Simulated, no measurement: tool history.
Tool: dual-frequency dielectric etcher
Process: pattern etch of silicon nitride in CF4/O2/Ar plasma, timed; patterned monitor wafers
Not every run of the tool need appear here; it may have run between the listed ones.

| run | hour | source power (W) | bias power (W) | Ar flow (sccm) | CF4 flow (sccm) | etch time (s) | mean etch depth across the wafer (Å) |
|---|---|---|---|---|---|---|---|
| 1 | 0.0 | 670 | 66 | 137 | 119 | 599.5 | 16910 |
| 2 | 3.8 | 680 | 66 | 137 | 119 | 599.5 | 16932 |
| 3 | 6.7 | 680 | 66 | 137 | 119 | 627.0 | 17721 |
| 4 | 10.3 | 690 | 66 | 137 | 119 | 627.0 | 17839 |
| 5 | 16.7 | 600 | 66 | 137 | 119 | 627.0 | 16602 |
| 6 | 19.9 | 600 | 66 | 137 | 119 | 627.0 | 16567 |
| 7 | 23.5 | 620 | 66 | 137 | 119 | 627.0 | 16859 |
| 8 | 24.4 | 640 | 66 | 137 | 119 | 627.0 | 17092 |
| 9 | 27.7 | 650 | 66 | 137 | 119 | 627.0 | 17270 |
| 10 | 30.1 | 660 | 66 | 137 | 119 | 627.0 | 17367 |
| 11 | 36.4 | 670 | 66 | 137 | 119 | 627.0 | 17577 |
| 12 | 43.3 | 680 | 66 | 137 | 119 | 627.0 | 17691 |

What does the tool deliver on the next run?
| 13 | 46.9 | 690 | 66 | 137 | 119 | 627.0 | ? |

mean etch depth across the wafer (Å): 17915

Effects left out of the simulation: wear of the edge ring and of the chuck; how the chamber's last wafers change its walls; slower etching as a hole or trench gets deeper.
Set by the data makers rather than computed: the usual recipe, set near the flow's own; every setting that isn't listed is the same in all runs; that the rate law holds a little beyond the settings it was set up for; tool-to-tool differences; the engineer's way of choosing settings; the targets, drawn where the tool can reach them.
